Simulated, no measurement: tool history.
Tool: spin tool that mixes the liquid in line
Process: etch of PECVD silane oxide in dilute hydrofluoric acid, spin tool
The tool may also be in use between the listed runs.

run,hour,temperature setpoint of the liquid (K),parts of water to one part of 49 % hydrofluoric acid (parts by volume),time under the liquid (s),thickness taken off the PECVD silane oxide on a monitor wafer (Å)
1,0.0,295.15,235,15,21.259
2,5.8,296.15,215,15,24.759
3,14.3,296.15,215,15,24.634
4,22.1,293.15,215,15,21.997
5,29.3,296.65,215,15,24.881
6,36.6,297.65,195,15,29.688
7,38.3,298.15,180,15,32.875

Run 8 comes next. What will it give?
8,40.0,298.15,180,15,?

{"run 8": {"thickness taken off the PECVD silane oxide on a monitor wafer (Å)": 33.008}}
